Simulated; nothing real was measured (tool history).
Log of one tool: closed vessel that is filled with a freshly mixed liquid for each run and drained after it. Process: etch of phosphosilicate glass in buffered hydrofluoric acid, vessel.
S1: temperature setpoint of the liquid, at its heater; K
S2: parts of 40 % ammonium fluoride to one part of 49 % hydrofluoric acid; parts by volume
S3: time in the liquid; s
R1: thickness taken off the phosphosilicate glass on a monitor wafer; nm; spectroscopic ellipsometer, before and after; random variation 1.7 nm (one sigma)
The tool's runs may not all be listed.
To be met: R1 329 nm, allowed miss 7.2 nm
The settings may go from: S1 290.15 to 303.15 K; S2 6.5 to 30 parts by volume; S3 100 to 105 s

| run | day | S1 | S2 | S3 | R1 |
|---|---|---|---|---|---|
| 1 | 0 | 295.15 | 18.5 | 100 | 413.66 |
| 2 | 0.117 | 294.15 | 18.5 | 100 | 388.07 |
| 3 | 0.362 | 294.15 | 20.5 | 100 | 356.08 |
| 4 | 0.529 | 293.65 | 20.5 | 100 | 344.87 |
| 5 | 0.658 | 293.65 | 20.5 | 105 | 360.51 |
| 6 | 0.758 | 293.65 | 18.5 | 105 | 399.19 |
| 7 | 1.108 | 293.65 | 18.5 | 105 | 396.09 |
| 8 | 1.2 | 293.15 | 18.5 | 105 | 384.78 |
| 9 | 1.496 | 292.65 | 18.5 | 105 | 376.65 |
| 10 | 1.592 | 292.15 | 18.5 | 105 | 365.98 |

Which of these 5 next moves meets every target?
| A | 1.688 | 292.15 | 16.5 | 100 | ? |
| B | 1.688 | 290.15 | 13.5 | 100 | ? |
| C | 1.688 | 291.65 | 20.5 | 100 | ? |
| D | 1.688 | 293.65 | 18 | 100 | ? |
| E | 1.688 | 290.65 | 18 | 100 | ? |

| move | R1 |
|---|---|
| A | 386.64 |
| B | 420.45 |
| C | 305.57 |
| D | 386.05 |
| E | 325.87 |
A: further off than the last run
B: further off than the last run
C: takes the result that was furthest off past its target
D: further off than the last run
E: meets every target
The right move is E.

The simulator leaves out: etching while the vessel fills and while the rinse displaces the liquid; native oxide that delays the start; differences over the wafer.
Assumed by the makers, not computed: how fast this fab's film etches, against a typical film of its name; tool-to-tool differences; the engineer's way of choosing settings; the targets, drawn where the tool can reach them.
